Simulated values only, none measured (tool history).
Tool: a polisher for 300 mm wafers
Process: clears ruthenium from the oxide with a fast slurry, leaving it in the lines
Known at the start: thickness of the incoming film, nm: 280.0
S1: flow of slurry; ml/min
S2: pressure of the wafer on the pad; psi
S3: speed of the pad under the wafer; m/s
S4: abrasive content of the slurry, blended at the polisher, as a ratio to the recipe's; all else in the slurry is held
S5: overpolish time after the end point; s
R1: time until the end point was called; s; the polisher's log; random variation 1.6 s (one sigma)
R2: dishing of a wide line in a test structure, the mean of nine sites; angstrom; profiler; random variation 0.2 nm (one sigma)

run  hour   S1   S2    S3    S4  S5      R1      R2
  1   0.0  280  2.6  1.10  1.00   9  78.297  279.41
  2   1.8  280  2.6  1.10  1.00  11  77.355  337.73
  3   4.5  220  2.6  1.10  1.00  11  78.816  335.85
  4   6.2  220  2.6  1.10  1.15  11  75.180  344.72
  5  13.8  220  2.5  1.08  1.15  11  79.315  327.77
  6  20.4  220  2.1  1.08  1.15  11  92.132  287.24

Forecast run 7:
  7  22.6  220  2.0  1.06  1.15  11   ?   ?

Run 7 gave R1 98.125 s, R2 268.16 angstrom.
